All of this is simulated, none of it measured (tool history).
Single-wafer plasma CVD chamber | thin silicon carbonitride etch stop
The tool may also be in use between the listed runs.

run  hour  RF power (W)  deposition time (s)  mean film thickness on the monitor wafer (angstrom)
  1     0           175                 25.4                                               132.57
  2   4.4           195                 25.4                                                137.2
  3   9.3           185                 23.4                                               124.23
  4  14.7           185                 21.8                                               115.75
  5  20.8           175                   21                                               109.78
  6  27.3           170                 20.6                                               106.62

Run 7 comes next. What will it give?
  7  33.6           165                 20.3                                                    ?

mean film thickness on the monitor wafer (angstrom): 103.91
